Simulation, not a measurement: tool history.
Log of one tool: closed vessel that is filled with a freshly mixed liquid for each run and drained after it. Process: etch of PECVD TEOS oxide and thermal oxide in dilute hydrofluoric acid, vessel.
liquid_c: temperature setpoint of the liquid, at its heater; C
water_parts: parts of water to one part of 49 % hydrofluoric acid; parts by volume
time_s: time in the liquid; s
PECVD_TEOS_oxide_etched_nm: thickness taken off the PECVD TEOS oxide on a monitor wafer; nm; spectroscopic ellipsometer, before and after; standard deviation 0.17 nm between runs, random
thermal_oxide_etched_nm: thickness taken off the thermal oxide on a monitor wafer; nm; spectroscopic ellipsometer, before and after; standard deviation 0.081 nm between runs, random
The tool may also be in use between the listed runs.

| run | hour | liquid_c | water_parts | time_s | PECVD_TEOS_oxide_etched_nm | thermal_oxide_etched_nm |
|---|---|---|---|---|---|---|
| 1 | 0.0 | 21.0 | 295 | 830 | 27.044 | 7.4685 |
| 2 | 1.8 | 21.0 | 400 | 830 | 18.372 | 5.0505 |
| 3 | 10.6 | 22.5 | 380 | 830 | 20.603 | 5.5816 |
| 4 | 18.6 | 26.0 | 380 | 830 | 23.362 | 6.3414 |
| 5 | 21.2 | 26.0 | 380 | 585 | 16.546 | 4.5556 |
| 6 | 28.1 | 26.5 | 345 | 585 | 18.913 | 5.1245 |
| 7 | 37.3 | 27.0 | 310 | 585 | 22.210 | 6.1215 |
| 8 | 40.0 | 27.5 | 290 | 585 | 24.669 | 6.8326 |
| 9 | 44.8 | 27.5 | 290 | 585 | 24.727 | 6.6963 |
| 10 | 50.5 | 27.5 | 270 | 585 | 26.900 | 7.3168 |

Predict the results of run 11:
| 11 | 51.6 | 28.0 | 255 | 585 | ? | ? |

{"run 11": {"PECVD_TEOS_oxide_etched_nm": 29.525, "thermal_oxide_etched_nm": 8.1726}}

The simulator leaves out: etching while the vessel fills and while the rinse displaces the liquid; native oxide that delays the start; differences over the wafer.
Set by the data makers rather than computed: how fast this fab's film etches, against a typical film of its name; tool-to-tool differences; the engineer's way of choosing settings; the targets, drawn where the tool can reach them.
